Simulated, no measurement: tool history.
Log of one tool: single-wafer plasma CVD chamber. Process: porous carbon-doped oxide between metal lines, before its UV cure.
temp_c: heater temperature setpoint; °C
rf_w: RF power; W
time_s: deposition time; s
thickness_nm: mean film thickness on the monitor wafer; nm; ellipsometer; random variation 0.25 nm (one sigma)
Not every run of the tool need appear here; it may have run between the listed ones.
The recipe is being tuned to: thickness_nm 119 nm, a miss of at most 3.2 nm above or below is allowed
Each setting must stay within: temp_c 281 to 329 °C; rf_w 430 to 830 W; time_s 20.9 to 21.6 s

run 1 hour=0 | temp_c=305 rf_w=630 time_s=20.9 | thickness_nm=132.72
run 2 hour=2.9 | temp_c=297 rf_w=630 time_s=20.9 | thickness_nm=138.55
run 3 hour=10.9 | temp_c=303 rf_w=615 time_s=20.9 | thickness_nm=132.19
run 4 hour=18.9 | temp_c=303 rf_w=680 time_s=20.9 | thickness_nm=141.83
run 5 hour=26.8 | temp_c=310 rf_w=680 time_s=20.9 | thickness_nm=136.29
run 6 hour=30.3 | temp_c=310 rf_w=680 time_s=21.6 | thickness_nm=141.4
run 7 hour=33.7 | temp_c=314 rf_w=650 time_s=21.5 | thickness_nm=133.39
-- hour=41.5 RF generator calibrated
run 8 hour=41.5 | temp_c=317 rf_w=635 time_s=21.5 | thickness_nm=134.86

5 next moves are on the table. One of them brings every result within its allowed miss. Which?
run A hour=49.3 | temp_c=322 rf_w=575 time_s=20.9 | thickness_nm=?
run B hour=49.3 | temp_c=322 rf_w=525 time_s=20.9 | thickness_nm=?
run C hour=49.3 | temp_c=328 rf_w=525 time_s=20.9 | thickness_nm=?
run D hour=49.3 | temp_c=325 rf_w=525 time_s=20.9 | thickness_nm=?
run E hour=49.3 | temp_c=315 rf_w=485 time_s=20.9 | thickness_nm=?

move=A thickness_nm=120.38
move=B thickness_nm=113.28
move=C thickness_nm=110.37
move=D thickness_nm=111.81
move=E thickness_nm=110.82
A: each result inside its tolerance
B: carries the result that was furthest off beyond its target, to the other side
C: carries the result that was furthest off beyond its target, to the other side
D: carries the result that was furthest off beyond its target, to the other side
E: carries the result that was furthest off beyond its target, to the other side
A is the move that brings every result within its allowed miss.

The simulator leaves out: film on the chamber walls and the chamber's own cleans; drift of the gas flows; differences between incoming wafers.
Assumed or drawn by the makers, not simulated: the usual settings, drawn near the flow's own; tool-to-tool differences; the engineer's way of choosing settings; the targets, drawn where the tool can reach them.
